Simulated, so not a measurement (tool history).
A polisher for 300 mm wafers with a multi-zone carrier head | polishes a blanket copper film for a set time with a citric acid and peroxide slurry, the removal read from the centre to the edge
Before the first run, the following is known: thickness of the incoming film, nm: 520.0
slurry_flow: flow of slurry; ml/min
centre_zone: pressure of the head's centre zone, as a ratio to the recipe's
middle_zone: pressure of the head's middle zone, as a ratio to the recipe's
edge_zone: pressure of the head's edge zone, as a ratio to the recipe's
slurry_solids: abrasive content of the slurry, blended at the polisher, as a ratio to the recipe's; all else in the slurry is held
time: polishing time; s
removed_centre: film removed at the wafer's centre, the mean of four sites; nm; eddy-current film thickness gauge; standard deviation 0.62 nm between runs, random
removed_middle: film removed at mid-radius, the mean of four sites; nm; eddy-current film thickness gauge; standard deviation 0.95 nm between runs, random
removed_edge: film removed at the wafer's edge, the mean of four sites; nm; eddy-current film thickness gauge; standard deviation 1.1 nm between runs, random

run 1 hour=0.0 | slurry_flow=155 centre_zone=1.00 middle_zone=1.00 edge_zone=1.00 slurry_solids=1.00 time=45 | removed_centre=55.888 removed_middle=55.079 removed_edge=56.591
run 2 hour=6.3 | slurry_flow=165 centre_zone=1.00 middle_zone=1.04 edge_zone=1.02 slurry_solids=1.10 time=46 | removed_centre=58.873 removed_middle=59.994 removed_edge=59.629
run 3 hour=13.4 | slurry_flow=165 centre_zone=1.08 middle_zone=1.04 edge_zone=1.02 slurry_solids=1.10 time=46 | removed_centre=61.975 removed_middle=60.272 removed_edge=59.991
run 4 hour=14.5 | slurry_flow=165 centre_zone=1.08 middle_zone=1.04 edge_zone=1.09 slurry_solids=1.10 time=46 | removed_centre=62.987 removed_middle=60.746 removed_edge=62.407
run 5 hour=22.2 | slurry_flow=165 centre_zone=1.08 middle_zone=0.98 edge_zone=1.09 slurry_solids=1.10 time=46 | removed_centre=62.388 removed_middle=57.469 removed_edge=60.851
run 6 hour=28.4 | slurry_flow=165 centre_zone=1.08 middle_zone=0.98 edge_zone=1.06 slurry_solids=1.10 time=46 | removed_centre=62.458 removed_middle=57.165 removed_edge=60.503

Forecast run 7:
run 7 hour=30.2 | slurry_flow=170 centre_zone=1.07 middle_zone=1.02 edge_zone=1.08 slurry_solids=1.15 time=46 | removed_centre=? removed_middle=? removed_edge=?

{"run 7": {"removed_centre": 62.019, "removed_middle": 59.25, "removed_edge": 62.542}}
